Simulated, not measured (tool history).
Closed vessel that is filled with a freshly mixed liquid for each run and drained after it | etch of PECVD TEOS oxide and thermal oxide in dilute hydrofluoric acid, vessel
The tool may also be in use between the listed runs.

run	day	temperature setpoint of the liquid (K)	parts of water to one part of 49 % hydrofluoric acid (parts by volume)	time in the liquid (s)	thickness taken off the PECVD TEOS oxide on a monitor wafer (nm)	thickness taken off the thermal oxide on a monitor wafer (nm)
1	0.000	298.15	80	100	19.498	7.5854
2	0.275	299.15	75	100	21.646	8.4341
3	0.558	300.15	75	100	22.725	8.7734
4	0.883	300.15	75	60	13.501	5.3091
5	1.200	301.15	65	60	16.492	6.4168
6	1.496	301.15	35	60	31.828	12.3050
7	1.642	301.65	35	60	32.442	12.7140
8	1.762	302.15	35	60	32.548	12.8370

Forecast run 9:
9	1.946	302.65	35	60	?	?

{"run 9": {"thickness taken off the PECVD TEOS oxide on a monitor wafer (nm)": 34.07, "thickness taken off the thermal oxide on a monitor wafer (nm)": 13.105}}
